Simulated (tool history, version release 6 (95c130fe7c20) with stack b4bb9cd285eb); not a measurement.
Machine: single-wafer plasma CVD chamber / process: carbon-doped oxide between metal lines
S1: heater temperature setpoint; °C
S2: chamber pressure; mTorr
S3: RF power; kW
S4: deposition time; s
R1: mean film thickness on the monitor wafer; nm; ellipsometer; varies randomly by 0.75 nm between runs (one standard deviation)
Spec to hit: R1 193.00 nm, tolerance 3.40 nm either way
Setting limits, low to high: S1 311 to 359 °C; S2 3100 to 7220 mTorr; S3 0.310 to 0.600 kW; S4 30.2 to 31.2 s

{"run": 1, "day": 0.0, "S1": 335, "S2": 5160, "S3": 0.455, "S4": 30.2, "R1": 164.79}
{"run": 2, "day": 0.217, "S1": 332, "S2": 5440, "S3": 0.465, "S4": 30.2, "R1": 171.02}
{"run": 3, "day": 0.525, "S1": 336, "S2": 5440, "S3": 0.465, "S4": 30.2, "R1": 168.97}
{"run": 4, "day": 0.567, "S1": 336, "S2": 5440, "S3": 0.4, "S4": 30.2, "R1": 147.91}
{"run": 5, "day": 0.896, "S1": 336, "S2": 5440, "S3": 0.38, "S4": 30.2, "R1": 141.42}
{"run": 6, "day": 0.917, "S1": 336, "S2": 5440, "S3": 0.335, "S4": 30.2, "R1": 126.6}
{"run": 7, "day": 1.183, "S1": 333, "S2": 5740, "S3": 0.365, "S4": 30.3, "R1": 138.94}
{"run": 8, "day": 1.279, "S1": 331, "S2": 5960, "S3": 0.39, "S4": 30.4, "R1": 150.68}
{"run": 9, "day": 1.579, "S1": 328, "S2": 6220, "S3": 0.405, "S4": 30.4, "R1": 157.59}
{"run": 10, "day": 1.846, "S1": 326, "S2": 6410, "S3": 0.42, "S4": 30.4, "R1": 163.64}
{"run": 11, "day": 1.888, "S1": 324, "S2": 6550, "S3": 0.43, "S4": 30.4, "R1": 170.47}

4 candidate next runs follow, results not yet known. Just one meets every target within its allowed miss. Identify it.
{"run": "A", "day": 1.929, "S1": 324, "S2": 6290, "S3": 0.49, "S4": 30.3, "R1": "?"}
{"run": "B", "day": 1.929, "S1": 323, "S2": 6740, "S3": 0.45, "S4": 31.2, "R1": "?"}
{"run": "C", "day": 1.929, "S1": 313, "S2": 5350, "S3": 0.49, "S4": 30.3, "R1": "?"}
{"run": "D", "day": 1.929, "S1": 328, "S2": 4590, "S3": 0.505, "S4": 31.2, "R1": "?"}

move=A R1=186.83
move=B R1=182.13
move=C R1=192.59
move=D R1=184.36
A: an improvement on the last run, though not all results are within tolerance
B: an improvement on the last run, though not all results are within tolerance
C: hits every target within its allowed miss
D: an improvement on the last run, though not all results are within tolerance
So the answer is move C, the one that meets all the targets.

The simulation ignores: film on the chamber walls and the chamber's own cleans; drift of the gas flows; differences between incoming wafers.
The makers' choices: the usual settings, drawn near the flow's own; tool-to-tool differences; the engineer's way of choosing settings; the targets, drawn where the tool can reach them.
